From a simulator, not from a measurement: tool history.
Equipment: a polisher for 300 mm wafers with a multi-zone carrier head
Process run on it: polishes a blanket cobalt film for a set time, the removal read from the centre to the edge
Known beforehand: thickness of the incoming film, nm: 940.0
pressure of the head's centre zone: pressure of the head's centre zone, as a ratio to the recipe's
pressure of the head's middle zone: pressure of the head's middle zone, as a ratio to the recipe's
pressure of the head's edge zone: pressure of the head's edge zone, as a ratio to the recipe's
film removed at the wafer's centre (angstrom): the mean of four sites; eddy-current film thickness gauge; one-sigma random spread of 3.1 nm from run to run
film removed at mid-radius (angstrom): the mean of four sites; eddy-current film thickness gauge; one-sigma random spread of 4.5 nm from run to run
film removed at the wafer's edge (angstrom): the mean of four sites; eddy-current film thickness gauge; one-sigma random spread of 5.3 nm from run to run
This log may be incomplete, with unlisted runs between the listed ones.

run,hour,flow of slurry (ml/min),pressure of the head's centre zone,pressure of the head's middle zone,pressure of the head's edge zone,polishing time (s),film removed at the wafer's centre (angstrom),film removed at mid-radius (angstrom),film removed at the wafer's edge (angstrom)
1,0,155,1,1,1,44,2700.9,2775.7,2846.7
2,8.5,165,1.01,1.03,1.02,45,2807.5,2896.9,2853.9
3,10.4,150,1.01,1.03,1.02,45,2748.5,2887.9,2885.4
4,19.2,150,1.01,0.95,1.02,45,2781,2711.6,2928.2
5,21,150,0.96,0.95,1.02,45,2627.6,2706.1,2865.4
6,23.5,150,0.96,1.02,1.02,45,2608.6,2890.1,2853.1

For run 7, what comes out?
7,26.8,150,0.97,1.04,1.02,47,?,?,?

film removed at the wafer's centre (angstrom): 2768.5
film removed at mid-radius (angstrom): 2995
film removed at the wafer's edge (angstrom): 3071.9
